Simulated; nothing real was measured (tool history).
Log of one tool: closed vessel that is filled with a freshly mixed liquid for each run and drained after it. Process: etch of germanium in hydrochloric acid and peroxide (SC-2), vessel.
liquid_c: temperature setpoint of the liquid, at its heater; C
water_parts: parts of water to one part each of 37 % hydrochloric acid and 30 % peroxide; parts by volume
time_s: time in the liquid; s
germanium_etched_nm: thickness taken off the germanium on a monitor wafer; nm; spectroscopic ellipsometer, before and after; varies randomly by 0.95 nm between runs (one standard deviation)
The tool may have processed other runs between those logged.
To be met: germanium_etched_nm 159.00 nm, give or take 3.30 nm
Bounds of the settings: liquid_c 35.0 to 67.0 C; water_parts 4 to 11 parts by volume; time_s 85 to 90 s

{"run": 1, "day": 0.0, "liquid_c": 51.0, "water_parts": 6, "time_s": 85, "germanium_etched_nm": 126.96}
{"run": 2, "day": 0.121, "liquid_c": 51.0, "water_parts": 4, "time_s": 85, "germanium_etched_nm": 128.66}
{"run": 3, "day": 0.342, "liquid_c": 53.0, "water_parts": 4, "time_s": 85, "germanium_etched_nm": 136.02}
{"run": 4, "day": 0.633, "liquid_c": 55.0, "water_parts": 4, "time_s": 85, "germanium_etched_nm": 144.58}
{"run": 5, "day": 0.929, "liquid_c": 55.0, "water_parts": 4, "time_s": 90, "germanium_etched_nm": 152.58}
{"run": 6, "day": 1.133, "liquid_c": 55.0, "water_parts": 4, "time_s": 85, "germanium_etched_nm": 146.44}
{"run": 7, "day": 1.412, "liquid_c": 56.0, "water_parts": 4, "time_s": 85, "germanium_etched_nm": 149.85}
{"run": 8, "day": 1.65, "liquid_c": 56.5, "water_parts": 4, "time_s": 85, "germanium_etched_nm": 152.44}

Which one of the following 5 next-run settings gets every result inside its allowed miss? There is exactly one.
{"run": "A", "day": 1.888, "liquid_c": 54.0, "water_parts": 4, "time_s": 90, "germanium_etched_nm": "?"}
{"run": "B", "day": 1.888, "liquid_c": 56.0, "water_parts": 4, "time_s": 85, "germanium_etched_nm": "?"}
{"run": "C", "day": 1.888, "liquid_c": 58.0, "water_parts": 4, "time_s": 85, "germanium_etched_nm": "?"}
{"run": "D", "day": 1.888, "liquid_c": 52.5, "water_parts": 4, "time_s": 90, "germanium_etched_nm": "?"}
{"run": "E", "day": 1.888, "liquid_c": 54.0, "water_parts": 6, "time_s": 90, "germanium_etched_nm": "?"}

move=A germanium_etched_nm=150.59
move=B germanium_etched_nm=151.42
move=C germanium_etched_nm=161.07
move=D germanium_etched_nm=143.60
move=E germanium_etched_nm=149.01
A: misses by more than the last run did
B: misses by more than the last run did
C: hits every target within its allowed miss
D: misses by more than the last run did
E: misses by more than the last run did
Go with C: it meets all targets.

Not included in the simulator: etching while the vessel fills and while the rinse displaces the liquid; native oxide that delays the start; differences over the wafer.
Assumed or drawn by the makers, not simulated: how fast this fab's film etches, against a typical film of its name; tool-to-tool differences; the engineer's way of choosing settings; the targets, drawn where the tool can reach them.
